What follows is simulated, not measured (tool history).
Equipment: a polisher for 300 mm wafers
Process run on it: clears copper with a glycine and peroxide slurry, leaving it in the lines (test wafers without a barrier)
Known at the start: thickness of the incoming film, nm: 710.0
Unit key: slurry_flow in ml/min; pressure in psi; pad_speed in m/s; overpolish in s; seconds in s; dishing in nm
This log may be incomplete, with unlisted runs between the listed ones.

Run 1, day 0.000: slurry_flow 295 ml/min, pressure 2.1 psi, pad_speed 1.14 m/s, overpolish 20 s. Result: seconds 148.32 s, dishing 66.726 nm.
Run 2, day 0.242: slurry_flow 275 ml/min, pressure 1.9 psi, pad_speed 1.16 m/s, overpolish 18 s. Result: seconds 159.00 s, dishing 56.654 nm.
Run 3, day 0.529: slurry_flow 260 ml/min, pressure 1.7 psi, pad_speed 1.20 m/s, overpolish 16 s. Result: seconds 173.08 s, dishing 49.181 nm.
Run 4, day 0.825: slurry_flow 245 ml/min, pressure 1.6 psi, pad_speed 1.24 m/s, overpolish 14 s. Result: seconds 176.73 s, dishing 43.322 nm.
Run 5, day 1.154: slurry_flow 245 ml/min, pressure 1.6 psi, pad_speed 1.36 m/s, overpolish 14 s. Result: seconds 163.62 s, dishing 45.800 nm.
Run 6, day 1.221: slurry_flow 245 ml/min, pressure 1.6 psi, pad_speed 1.36 m/s, overpolish 6 s. Result: seconds 162.71 s, dishing 21.664 nm.
Run 7, day 1.554: slurry_flow 240 ml/min, pressure 1.5 psi, pad_speed 1.36 m/s, overpolish 6 s. Result: seconds 171.91 s, dishing 20.725 nm.
Run 8, day 1.588: slurry_flow 235 ml/min, pressure 1.5 psi, pad_speed 1.36 m/s, overpolish 6 s. Result: seconds 170.91 s, dishing 20.830 nm.
Run 9, day 1.683: slurry_flow 235 ml/min, pressure 1.4 psi, pad_speed 1.36 m/s, overpolish 6 s. Result: seconds 176.80 s, dishing 19.921 nm.
Run 10, day 1.854: slurry_flow 230 ml/min, pressure 1.4 psi, pad_speed 1.36 m/s, overpolish 6 s. Result: seconds 181.25 s, dishing 19.877 nm.
Run 11, day 2.083: slurry_flow 225 ml/min, pressure 1.4 psi, pad_speed 1.36 m/s, overpolish 6 s. Result: seconds 180.13 s, dishing 19.190 nm.

Forecast run 12:
Run 12, day 2.412: slurry_flow 230 ml/min, pressure 1.4 psi, pad_speed 1.36 m/s, overpolish 7 s. Result: seconds ?, dishing ?.

seconds: 180.26 s
dishing: 22.603 nm
